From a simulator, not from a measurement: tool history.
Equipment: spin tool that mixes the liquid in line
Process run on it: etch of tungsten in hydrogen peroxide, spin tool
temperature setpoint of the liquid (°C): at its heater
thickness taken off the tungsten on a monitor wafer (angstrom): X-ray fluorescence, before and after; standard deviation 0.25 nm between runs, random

run,hour,temperature setpoint of the liquid (°C),concentration of hydrogen peroxide in the mixed liquid (% by weight),time under the liquid (s),thickness taken off the tungsten on a monitor wafer (angstrom)
1,0,49,23,45,644.55
2,1,46.5,23,45,558.53
3,8.8,49,23,45,647.45
4,12.7,46.5,23,45,560.73
5,17.8,43,23,45,445.76
6,26.1,43,19.5,45,408.29

What does the tool deliver on the next run?
7,33.5,42,19.5,45,?

Run 7 produced thickness taken off the tungsten on a monitor wafer (angstrom) 386.84.
